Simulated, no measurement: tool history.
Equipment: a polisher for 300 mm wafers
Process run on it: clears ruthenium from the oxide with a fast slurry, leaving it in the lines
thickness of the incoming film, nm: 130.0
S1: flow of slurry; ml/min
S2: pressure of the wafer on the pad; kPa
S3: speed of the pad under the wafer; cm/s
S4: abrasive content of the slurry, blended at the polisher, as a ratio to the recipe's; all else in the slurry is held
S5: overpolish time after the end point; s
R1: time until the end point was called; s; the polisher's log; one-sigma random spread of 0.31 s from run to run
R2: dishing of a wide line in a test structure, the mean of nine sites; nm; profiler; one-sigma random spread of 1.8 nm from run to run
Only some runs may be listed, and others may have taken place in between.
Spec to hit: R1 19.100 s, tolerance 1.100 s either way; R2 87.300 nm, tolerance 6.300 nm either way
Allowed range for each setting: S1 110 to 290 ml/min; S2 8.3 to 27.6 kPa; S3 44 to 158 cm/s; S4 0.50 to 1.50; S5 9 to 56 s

run 1 day=0.000 | S1=185 S2=17.9 S3=100 S4=1.00 S5=29 | R1=40.118 R2=67.447
run 2 day=0.133 | S1=185 S2=19.3 S3=102 S4=1.00 S5=27 | R1=35.827 R2=67.159
run 3 day=0.233 | S1=185 S2=15.9 S3=102 S4=1.00 S5=27 | R1=42.490 R2=61.098
run 4 day=0.275 | S1=185 S2=17.2 S3=106 S4=1.00 S5=26 | R1=38.064 R2=64.056
run 5 day=0.450 | S1=185 S2=13.8 S3=106 S4=1.00 S5=26 | R1=46.370 R2=56.063
run 6 day=0.583 | S1=185 S2=15.9 S3=108 S4=1.00 S5=25 | R1=39.824 R2=60.079
run 7 day=0.842 | S1=185 S2=17.2 S3=110 S4=1.00 S5=24 | R1=36.663 R2=61.740
run 8 day=1.200 | S1=185 S2=18.6 S3=112 S4=1.00 S5=24 | R1=34.065 R2=65.416
run 9 day=1.462 | S1=185 S2=20.0 S3=114 S4=1.00 S5=23 | R1=32.201 R2=66.334
run 10 day=1.638 | S1=190 S2=24.8 S3=140 S4=1.05 S5=17 | R1=20.748 R2=73.227
run 11 day=1.788 | S1=190 S2=26.2 S3=142 S4=1.05 S5=22 | R1=19.850 R2=98.876

Below are 5 possible settings for the next run. Only one of them brings all results inside the allowed miss of their targets. Which is it?
run A day=1.938 | S1=190 S2=27.6 S3=138 S4=1.05 S5=19 | R1=? R2=?
run B day=1.938 | S1=270 S2=25.5 S3=158 S4=1.10 S5=14 | R1=? R2=?
run C day=1.938 | S1=190 S2=26.2 S3=142 S4=1.00 S5=29 | R1=? R2=?
run D day=1.938 | S1=250 S2=26.2 S3=152 S4=1.20 S5=14 | R1=? R2=?
run E day=1.938 | S1=190 S2=27.6 S3=156 S4=1.15 S5=13 | R1=? R2=?

move=A R1=19.811 R2=87.313
move=B R1=17.377 R2=75.724
move=C R1=20.776 R2=116.290
move=D R1=16.914 R2=77.439
move=E R1=16.630 R2=73.842
A: all results land within tolerance of their targets
B: takes the biggest miss from the last run beyond its target
C: further off than the last run
D: takes the biggest miss from the last run beyond its target
E: takes the biggest miss from the last run beyond its target
Correct choice: A, which meets every target
